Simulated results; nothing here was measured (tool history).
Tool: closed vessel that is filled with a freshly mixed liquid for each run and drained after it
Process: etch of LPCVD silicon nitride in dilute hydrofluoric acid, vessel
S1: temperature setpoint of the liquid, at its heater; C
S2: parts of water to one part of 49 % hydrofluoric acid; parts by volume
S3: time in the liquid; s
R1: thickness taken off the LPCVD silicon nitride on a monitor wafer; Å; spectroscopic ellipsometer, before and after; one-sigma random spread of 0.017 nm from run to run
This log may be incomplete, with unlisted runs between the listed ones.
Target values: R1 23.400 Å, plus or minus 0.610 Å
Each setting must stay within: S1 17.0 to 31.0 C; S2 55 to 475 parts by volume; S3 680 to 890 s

run  hour    S1   S2   S3      R1
  1   0.0  23.0  265  890  18.712
  2   8.1  23.5  265  890  19.541
  3  10.1  23.5  265  890  19.213
  4  13.1  24.0  265  890  20.016
  5  14.7  24.5  265  890  20.404
  6  17.4  23.0  265  890  19.025
  7  20.5  23.5  265  890  19.537
  8  29.0  24.0  265  890  20.043
  9  30.0  24.5  265  890  20.612
 10  31.1  24.5  265  890  20.553
 11  34.5  24.5  265  890  20.797
 12  36.2  24.5  265  890  20.890
 13  44.9  25.5  265  890  21.894
 14  49.9  26.0  265  890  22.819

Which of these 5 next moves meets every target?
  A  54.9  26.0  225  820   ?
  B  54.9  22.5  225  890   ?
  C  54.9  23.5  220  825   ?
  D  54.9  27.0  245  805   ?
  E  54.9  25.5  255  835   ?

move      R1
   A  24.600
   B  21.454
   C  21.661
   D  23.565
   E  21.436
A: carries the result that was furthest off beyond its target, to the other side
B: misses by more than the last run did
C: misses by more than the last run did
D: every result lands within tolerance
E: misses by more than the last run did
So the answer is move D, the one that meets all the targets.
